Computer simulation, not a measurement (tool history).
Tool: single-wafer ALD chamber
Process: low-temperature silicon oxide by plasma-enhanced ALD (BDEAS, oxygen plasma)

run	hour	heater temperature setpoint (°C)	number of ALD cycles (cycles)	mean film thickness on the monitor wafer (Å)
1	0	105	40	59.06
2	3.8	113	40	58.704
3	11.8	113	43	62.81
4	16.9	113	45	65.697
5	23.5	123	45	64.941
6	32.3	123	46	66.061

Run 7 comes next. What will it give?
7	37.4	122	47	?

Run 7 gave mean film thickness on the monitor wafer (Å) 67.965.
